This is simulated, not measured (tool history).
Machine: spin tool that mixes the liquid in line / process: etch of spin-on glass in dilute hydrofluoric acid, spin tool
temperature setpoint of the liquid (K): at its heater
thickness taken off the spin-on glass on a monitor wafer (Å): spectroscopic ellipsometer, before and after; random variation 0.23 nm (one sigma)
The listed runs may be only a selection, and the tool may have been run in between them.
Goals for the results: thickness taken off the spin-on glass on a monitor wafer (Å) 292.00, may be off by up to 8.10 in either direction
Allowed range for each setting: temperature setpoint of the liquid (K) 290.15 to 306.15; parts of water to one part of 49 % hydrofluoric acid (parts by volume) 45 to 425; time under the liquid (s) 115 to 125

run,hour,temperature setpoint of the liquid (K),parts of water to one part of 49 % hydrofluoric acid (parts by volume),time under the liquid (s),thickness taken off the spin-on glass on a monitor wafer (Å)
1,0.0,298.15,235,115,194.21
2,2.6,299.65,230,115,211.04
3,4.0,301.15,225,115,226.57
4,9.4,301.15,225,115,227.38
5,14.7,301.15,260,115,188.03
6,22.4,301.15,260,115,186.05
7,24.8,305.15,195,115,307.25
8,31.7,304.65,195,115,306.85
9,36.5,304.15,195,115,300.50

Which one of the following 4 next-run settings gets every result inside its allowed miss? There is exactly one.
A,41.3,303.15,200,125,?
B,41.3,305.15,195,115,?
C,41.3,306.15,220,115,?
D,41.3,303.15,210,125,?

move,thickness taken off the spin-on glass on a monitor wafer (Å)
A,307.96
B,313.15
C,277.94
D,289.74
A: lands further from the targets than the last run did
B: lands further from the targets than the last run did
C: takes the biggest miss from the last run beyond its target
D: all results in spec
Correct choice: D, which meets every target
